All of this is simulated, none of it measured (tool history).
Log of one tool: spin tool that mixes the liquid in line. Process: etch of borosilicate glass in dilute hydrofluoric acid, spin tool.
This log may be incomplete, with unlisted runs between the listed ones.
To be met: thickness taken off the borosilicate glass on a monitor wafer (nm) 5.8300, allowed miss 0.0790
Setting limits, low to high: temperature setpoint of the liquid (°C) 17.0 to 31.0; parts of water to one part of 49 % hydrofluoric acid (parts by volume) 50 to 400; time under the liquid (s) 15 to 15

run	hour	temperature setpoint of the liquid (°C)	parts of water to one part of 49 % hydrofluoric acid (parts by volume)	time under the liquid (s)	thickness taken off the borosilicate glass on a monitor wafer (nm)
1	0.0	23.0	225	15	2.7602
2	0.9	24.5	210	15	3.1541
3	9.2	24.5	210	15	3.1371
4	10.4	24.5	210	15	3.1353
5	12.1	26.0	195	15	3.6472
# hour 14.2: thermometer replaced
6	14.2	26.0	165	15	4.2210
7	19.2	26.0	165	15	4.1901
8	21.1	27.0	160	15	4.5012
9	29.2	27.0	160	15	4.5064
10	35.5	28.0	155	15	4.8983
11	36.3	28.5	155	15	4.9818
12	42.3	31.0	140	15	6.1289

Pick the move, out of 5, that brings all results within their allowed miss; only one does.
A	48.3	27.5	135	15	?
B	48.3	26.5	125	15	?
C	48.3	28.5	135	15	?
D	48.3	27.5	120	15	?
E	48.3	30.0	145	15	?

move	thickness taken off the borosilicate glass on a monitor wafer (nm)
A	5.6541
B	5.9553
C	5.8680
D	6.4840
E	5.6960
A: pushes the last run's worst result past its target
B: nearer the targets than the last run, but a result is still out of spec
C: every result lands within tolerance
D: the biggest miss grows against the last run
E: pushes the last run's worst result past its target
So the answer is move C, the one that meets all the targets.
